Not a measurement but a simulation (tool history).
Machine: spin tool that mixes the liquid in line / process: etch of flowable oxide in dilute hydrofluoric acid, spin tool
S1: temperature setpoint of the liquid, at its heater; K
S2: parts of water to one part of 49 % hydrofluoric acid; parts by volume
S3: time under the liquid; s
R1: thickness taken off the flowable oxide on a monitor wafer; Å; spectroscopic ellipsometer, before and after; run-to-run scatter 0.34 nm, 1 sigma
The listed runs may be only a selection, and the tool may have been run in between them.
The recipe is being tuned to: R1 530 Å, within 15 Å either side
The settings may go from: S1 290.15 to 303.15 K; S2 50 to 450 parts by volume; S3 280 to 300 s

run,hour,S1,S2,S3,R1
1,0,295.15,250,280,325.8
2,2.3,296.15,245,280,343.8
3,7.1,296.15,190,280,469.85
4,9.8,296.65,190,280,480.4
5,10.7,297.15,190,280,487.67
6,14.1,297.65,190,280,493.12
7,15.4,297.65,190,280,491.36
8,19.2,298.15,190,280,504.89

Of the 4 settings listed for the next run, only one would bring every result within its allowed miss of target. Which one?
A,23,299.15,200,280,?
B,23,301.15,225,300,?
C,23,302.15,205,280,?
D,23,297.15,190,280,?

move,R1
A,494.8
B,491.72
C,533.85
D,489.39
A: moves away from the targets compared with the last run
B: moves away from the targets compared with the last run
C: every result lands within tolerance
D: moves away from the targets compared with the last run
The move that meets every target is C.

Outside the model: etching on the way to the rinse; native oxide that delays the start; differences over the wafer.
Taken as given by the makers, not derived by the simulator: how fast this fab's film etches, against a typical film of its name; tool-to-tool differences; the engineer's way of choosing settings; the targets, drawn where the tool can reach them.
